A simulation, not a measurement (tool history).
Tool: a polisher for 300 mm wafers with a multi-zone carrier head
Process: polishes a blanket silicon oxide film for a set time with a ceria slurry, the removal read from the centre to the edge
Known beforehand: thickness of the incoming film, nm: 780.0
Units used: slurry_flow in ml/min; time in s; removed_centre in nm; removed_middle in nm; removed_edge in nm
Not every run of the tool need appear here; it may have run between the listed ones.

{"run": 1, "day": 0.0, "slurry_flow": 170, "centre_zone": 1, "middle_zone": 1, "edge_zone": 1, "time": 46, "removed_centre": 235.28, "removed_middle": 232.62, "removed_edge": 234.28}
{"run": 2, "day": 0.108, "slurry_flow": 170, "centre_zone": 1, "middle_zone": 1, "edge_zone": 0.96, "time": 46, "removed_centre": 239.68, "removed_middle": 233.26, "removed_edge": 224.44}
{"run": 3, "day": 0.429, "slurry_flow": 170, "centre_zone": 1, "middle_zone": 1, "edge_zone": 0.92, "time": 46, "removed_centre": 236.41, "removed_middle": 237.21, "removed_edge": 226.98}
{"run": 4, "day": 0.721, "slurry_flow": 170, "centre_zone": 0.93, "middle_zone": 1, "edge_zone": 0.92, "time": 46, "removed_centre": 223.43, "removed_middle": 236.66, "removed_edge": 221.69}
{"run": 5, "day": 0.929, "slurry_flow": 170, "centre_zone": 0.86, "middle_zone": 1, "edge_zone": 0.92, "time": 46, "removed_centre": 205.11, "removed_middle": 233.49, "removed_edge": 226.23}
{"run": 6, "day": 1.221, "slurry_flow": 165, "centre_zone": 0.88, "middle_zone": 0.98, "edge_zone": 0.91, "time": 46, "removed_centre": 209.83, "removed_middle": 227.04, "removed_edge": 223.31}
{"run": 7, "day": 1.558, "slurry_flow": 160, "centre_zone": 0.89, "middle_zone": 0.97, "edge_zone": 0.89, "time": 46, "removed_centre": 207.92, "removed_middle": 226.1, "removed_edge": 219.86}
{"run": 8, "day": 1.879, "slurry_flow": 155, "centre_zone": 0.91, "middle_zone": 0.95, "edge_zone": 0.88, "time": 46, "removed_centre": 216.03, "removed_middle": 221.79, "removed_edge": 220.96}
{"run": 9, "day": 2.008, "slurry_flow": 150, "centre_zone": 0.92, "middle_zone": 0.94, "edge_zone": 0.87, "time": 45, "removed_centre": 208.91, "removed_middle": 212.92, "removed_edge": 211.24}

Forecast run 10:
{"run": 10, "day": 2.038, "slurry_flow": 145, "centre_zone": 0.93, "middle_zone": 0.93, "edge_zone": 0.86, "time": 45, "removed_centre": "?", "removed_middle": "?", "removed_edge": "?"}

removed_centre: 209.83 nm
removed_middle: 211.55 nm
removed_edge: 206.34 nm
